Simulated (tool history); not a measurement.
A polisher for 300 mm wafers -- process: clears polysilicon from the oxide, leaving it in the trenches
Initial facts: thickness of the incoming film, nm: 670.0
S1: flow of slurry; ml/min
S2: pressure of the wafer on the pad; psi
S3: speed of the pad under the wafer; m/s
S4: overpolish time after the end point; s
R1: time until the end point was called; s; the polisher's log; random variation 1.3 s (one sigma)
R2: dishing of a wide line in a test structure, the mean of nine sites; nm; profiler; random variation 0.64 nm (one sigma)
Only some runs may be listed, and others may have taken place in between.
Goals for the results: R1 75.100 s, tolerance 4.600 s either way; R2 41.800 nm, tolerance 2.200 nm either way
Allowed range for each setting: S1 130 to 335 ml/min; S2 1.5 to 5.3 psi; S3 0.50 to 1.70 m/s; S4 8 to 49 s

{"run": 1, "day": 0.0, "S1": 215, "S2": 3.4, "S3": 1.1, "S4": 25, "R1": 29.412, "R2": 62.675}
{"run": 2, "day": 0.233, "S1": 240, "S2": 3.4, "S3": 1.1, "S4": 25, "R1": 27.594, "R2": 60.66}
{"run": 3, "day": 0.362, "S1": 240, "S2": 3.8, "S3": 1.1, "S4": 25, "R1": 26.103, "R2": 61.266}
{"run": 4, "day": 0.675, "S1": 240, "S2": 3.8, "S3": 1.1, "S4": 17, "R1": 25.669, "R2": 61.567}
{"run": 5, "day": 0.821, "S1": 240, "S2": 3.4, "S3": 1.1, "S4": 17, "R1": 28.523, "R2": 62.898}
{"run": 6, "day": 0.983, "S1": 270, "S2": 2.8, "S3": 0.92, "S4": 26, "R1": 38.084, "R2": 61.118}
{"run": 7, "day": 1.321, "S1": 290, "S2": 2.4, "S3": 0.8, "S4": 33, "R1": 47.022, "R2": 61.874}
{"run": 8, "day": 1.354, "S1": 305, "S2": 2.1, "S3": 0.72, "S4": 26, "R1": 60.901, "R2": 63.517}
{"run": 9, "day": 1.412, "S1": 255, "S2": 1.9, "S3": 0.68, "S4": 33, "R1": 67.491, "R2": 61.318}
{"run": 10, "day": 1.438, "S1": 220, "S2": 1.8, "S3": 0.68, "S4": 38, "R1": 70.682, "R2": 62.361}
{"run": 11, "day": 1.762, "S1": 255, "S2": 1.9, "S3": 0.62, "S4": 29, "R1": 71.555, "R2": 62.205}
{"run": 12, "day": 1.838, "S1": 315, "S2": 1.7, "S3": 0.56, "S4": 17, "R1": 83.308, "R2": 54.206}
{"run": 13, "day": 2.0, "S1": 335, "S2": 2.1, "S3": 0.6, "S4": 8, "R1": 66.788, "R2": 45.515}
{"run": 14, "day": 2.129, "S1": 335, "S2": 2.1, "S3": 0.58, "S4": 8, "R1": 65.844, "R2": 44.866}
{"run": 15, "day": 2.467, "S1": 335, "S2": 2.1, "S3": 0.56, "S4": 8, "R1": 69.649, "R2": 44.412}

Below are 5 possible settings for the next run. Only one of them brings all results inside the allowed miss of their targets. Which is it?
{"run": "A", "day": 2.804, "S1": 335, "S2": 2.0, "S3": 0.7, "S4": 10, "R1": "?", "R2": "?"}
{"run": "B", "day": 2.804, "S1": 300, "S2": 1.9, "S3": 0.56, "S4": 14, "R1": "?", "R2": "?"}
{"run": "C", "day": 2.804, "S1": 300, "S2": 2.1, "S3": 0.5, "S4": 8, "R1": "?", "R2": "?"}
{"run": "D", "day": 2.804, "S1": 335, "S2": 2.3, "S3": 0.62, "S4": 8, "R1": "?", "R2": "?"}
{"run": "E", "day": 2.804, "S1": 260, "S2": 1.6, "S3": 0.68, "S4": 13, "R1": "?", "R2": "?"}

move=A R1=60.540 R2=50.146
move=B R1=74.296 R2=52.527
move=C R1=73.550 R2=41.336
move=D R1=58.543 R2=46.327
move=E R1=75.810 R2=50.849
A: its largest miss is bigger than the last run's
B: its largest miss is bigger than the last run's
C: meets every target
D: its largest miss is bigger than the last run's
E: its largest miss is bigger than the last run's
The right move is C.

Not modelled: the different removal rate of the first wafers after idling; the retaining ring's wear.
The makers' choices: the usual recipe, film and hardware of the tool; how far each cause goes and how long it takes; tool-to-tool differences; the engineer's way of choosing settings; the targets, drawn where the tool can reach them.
